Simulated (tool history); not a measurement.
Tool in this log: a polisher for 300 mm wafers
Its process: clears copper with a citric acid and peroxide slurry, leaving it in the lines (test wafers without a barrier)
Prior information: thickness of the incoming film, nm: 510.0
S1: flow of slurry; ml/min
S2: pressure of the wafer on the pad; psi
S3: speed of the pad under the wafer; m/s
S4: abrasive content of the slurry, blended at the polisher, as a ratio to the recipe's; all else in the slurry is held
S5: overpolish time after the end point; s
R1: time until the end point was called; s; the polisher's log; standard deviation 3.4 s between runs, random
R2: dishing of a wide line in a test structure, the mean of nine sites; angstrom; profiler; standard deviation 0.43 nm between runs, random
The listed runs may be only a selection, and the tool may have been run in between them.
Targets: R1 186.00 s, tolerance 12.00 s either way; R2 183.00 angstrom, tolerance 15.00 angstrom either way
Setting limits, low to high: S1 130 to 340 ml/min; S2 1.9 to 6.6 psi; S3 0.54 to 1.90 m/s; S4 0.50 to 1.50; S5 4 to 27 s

run	day	S1	S2	S3	S4	S5	R1	R2
1	0.000	220	4.2	1.22	1.00	14	126.93	371.87
2	0.033	220	4.2	0.98	1.00	14	166.21	325.59
3	0.217	220	4.1	0.98	1.00	13	163.08	288.79
4	0.308	220	3.9	0.98	1.00	12	168.66	252.82
5	0.342	220	3.9	0.98	1.00	15	173.45	313.12
6	0.658	220	3.8	1.00	1.00	14	174.56	296.83
7	0.792	220	3.7	1.00	1.00	13	175.91	255.93
8	0.817	220	3.6	1.00	1.00	13	185.99	267.02
9	0.929	220	3.6	1.00	1.00	12	186.99	246.26
10	1.158	220	3.6	1.00	1.00	7	187.20	150.12
11	1.358	220	3.6	1.00	1.00	8	183.78	165.03

Pick the move, out of 5, that brings all results within their allowed miss; only one does.
A	1.558	205	3.3	1.08	1.00	7	?	?
B	1.558	220	3.7	0.94	1.00	7	?	?
C	1.558	230	3.4	1.02	0.90	8	?	?
D	1.558	190	3.6	0.98	0.85	8	?	?
E	1.558	235	3.4	1.02	1.00	9	?	?

move	R1	R2
A	186.71	146.39
B	189.32	144.73
C	194.95	159.50
D	200.44	155.51
E	188.28	183.98
A: its largest miss is bigger than the last run's
B: its largest miss is bigger than the last run's
C: its largest miss is bigger than the last run's
D: its largest miss is bigger than the last run's
E: hits every target within its allowed miss
Move E is the one to make.

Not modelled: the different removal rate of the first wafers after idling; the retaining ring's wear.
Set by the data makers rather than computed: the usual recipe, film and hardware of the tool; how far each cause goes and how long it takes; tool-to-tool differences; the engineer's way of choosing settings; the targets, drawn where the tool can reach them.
